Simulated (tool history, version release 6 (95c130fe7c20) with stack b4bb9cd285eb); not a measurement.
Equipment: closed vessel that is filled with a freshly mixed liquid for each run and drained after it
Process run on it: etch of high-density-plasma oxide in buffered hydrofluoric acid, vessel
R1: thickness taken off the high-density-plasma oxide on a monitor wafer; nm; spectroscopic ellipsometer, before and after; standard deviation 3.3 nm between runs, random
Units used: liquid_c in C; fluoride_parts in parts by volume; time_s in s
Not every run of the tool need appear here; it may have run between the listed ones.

Run 1, day 0: liquid_c 23 C, fluoride_parts 8.5 parts by volume, time_s 105 s. Result: R1 200.84 nm.
Run 2, day 0.238: liquid_c 24 C, fluoride_parts 8.5 parts by volume, time_s 105 s. Result: R1 213.89 nm.
Run 3, day 0.562: liquid_c 24 C, fluoride_parts 8.5 parts by volume, time_s 105 s. Result: R1 212.24 nm.
Run 4, day 0.667: liquid_c 24.5 C, fluoride_parts 8.5 parts by volume, time_s 105 s. Result: R1 216.41 nm.
Run 5, day 0.85: liquid_c 24.5 C, fluoride_parts 8.5 parts by volume, time_s 105 s. Result: R1 215 nm.
Run 6, day 1.171: liquid_c 25 C, fluoride_parts 8.5 parts by volume, time_s 105 s. Result: R1 224.2 nm.

Run 7 has not been measured yet. What should we expect?
Run 7, day 1.404: liquid_c 25.5 C, fluoride_parts 8.5 parts by volume, time_s 105 s. Result: R1 ?.

{"run 7": {"R1": 231.48}}

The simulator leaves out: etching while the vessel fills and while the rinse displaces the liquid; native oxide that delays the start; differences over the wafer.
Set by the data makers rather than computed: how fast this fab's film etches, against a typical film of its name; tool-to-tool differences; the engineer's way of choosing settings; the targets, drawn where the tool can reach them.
